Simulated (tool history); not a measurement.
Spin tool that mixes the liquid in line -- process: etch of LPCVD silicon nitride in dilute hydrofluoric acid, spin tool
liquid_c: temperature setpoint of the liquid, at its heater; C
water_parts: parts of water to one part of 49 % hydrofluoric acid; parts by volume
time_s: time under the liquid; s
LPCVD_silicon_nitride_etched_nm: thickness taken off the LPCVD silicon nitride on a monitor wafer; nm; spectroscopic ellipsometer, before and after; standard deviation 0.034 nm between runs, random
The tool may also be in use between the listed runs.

run  hour  liquid_c  water_parts  time_s  LPCVD_silicon_nitride_etched_nm
  1   0.0      21.0           70      80                          0.42713
  2   5.5      21.0           60      80                          0.50143
  3   7.3      21.0           75      80                          0.40221
  4  16.2      21.0           75      80                          0.39985
  5  22.7      21.0           75      60                          0.29966
  6  29.6      22.0           70      60                          0.35447
  7  36.5      22.5           65      60                          0.39244

Run 8 has not been measured yet. What should we expect?
     42.2  -- hydrofluoric acid flow meter replaced
  8  42.2      23.0           60      60                                ?

LPCVD_silicon_nitride_etched_nm: 0.45340 nm
